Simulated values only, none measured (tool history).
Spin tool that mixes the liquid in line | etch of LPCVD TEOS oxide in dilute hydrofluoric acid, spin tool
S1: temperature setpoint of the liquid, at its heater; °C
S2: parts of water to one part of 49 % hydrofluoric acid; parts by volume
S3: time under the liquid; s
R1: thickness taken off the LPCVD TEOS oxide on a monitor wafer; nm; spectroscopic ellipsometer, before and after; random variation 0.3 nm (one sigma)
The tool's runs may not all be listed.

{"run": 1, "hour": 0.0, "S1": 25, "S2": 135, "S3": 50, "R1": 20.192}
{"run": 2, "hour": 2.3, "S1": 25, "S2": 135, "S3": 55, "R1": 22.31}
{"run": 3, "hour": 7.8, "S1": 26, "S2": 125, "S3": 55, "R1": 25.19}
{"run": 4, "hour": 16.6, "S1": 27, "S2": 115, "S3": 55, "R1": 29.007}
{"run": 5, "hour": 18.6, "S1": 28, "S2": 110, "S3": 55, "R1": 31.734}
{"run": 6, "hour": 23.0, "S1": 29, "S2": 105, "S3": 55, "R1": 34.718}
{"run": 7, "hour": 24.0, "S1": 33, "S2": 65, "S3": 55, "R1": 68.85}

Forecast run 8:
{"run": 8, "hour": 32.3, "S1": 32.5, "S2": 65, "S3": 55, "R1": "?"}

{"run 8": {"R1": 68.503}}
